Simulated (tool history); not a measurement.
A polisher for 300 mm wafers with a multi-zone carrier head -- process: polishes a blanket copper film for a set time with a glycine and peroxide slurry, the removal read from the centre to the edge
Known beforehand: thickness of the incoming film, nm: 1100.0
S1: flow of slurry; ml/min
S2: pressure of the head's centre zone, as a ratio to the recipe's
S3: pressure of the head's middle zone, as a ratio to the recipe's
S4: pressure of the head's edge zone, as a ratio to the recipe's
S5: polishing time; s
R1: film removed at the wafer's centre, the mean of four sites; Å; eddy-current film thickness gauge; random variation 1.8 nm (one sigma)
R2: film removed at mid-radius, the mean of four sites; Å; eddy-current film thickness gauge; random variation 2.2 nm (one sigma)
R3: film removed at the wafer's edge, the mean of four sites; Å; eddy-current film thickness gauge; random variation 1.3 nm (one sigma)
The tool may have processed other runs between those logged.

run    day   S1    S2    S3    S4  S5      R1      R2      R3
  1  0.000  170  1.00  1.00  1.00  39  1256.0  1289.1  1271.3
  2  0.075  180  1.00  0.97  1.05  42  1382.9  1333.6  1416.1
  3  0.146  190  0.99  0.97  1.09  44  1418.0  1474.8  1534.5
  4  0.442  190  0.99  1.01  1.09  44  1435.6  1460.6  1524.8
  5  0.629  195  1.00  0.97  1.12  45  1519.7  1433.2  1582.5
  6  0.812  200  0.99  0.96  1.14  46  1546.9  1469.4  1641.2
  7  0.942  205  0.98  0.95  1.15  47  1530.8  1513.9  1712.3
  8  1.312  210  0.98  0.94  1.16  47  1519.1  1517.4  1709.6
  9  1.458  210  0.99  0.93  1.17  47  1574.5  1498.8  1697.8
 10  1.554  205  0.98  0.91  1.18  48  1604.5  1517.3  1730.0
     1.650  -- worn pad replaced by a new one
 11  1.650  220  0.98  0.89  1.18  48  1685.3  1624.4  1905.2
 12  1.692  215  0.98  0.88  1.18  48  1716.1  1574.0  1916.5

Run 13 has not been measured yet. What should we expect?
 13  1.792  205  0.97  0.88  1.18  48   ?   ?   ?

R1: 1697.6 Å
R2: 1573.8 Å
R3: 1896.4 Å
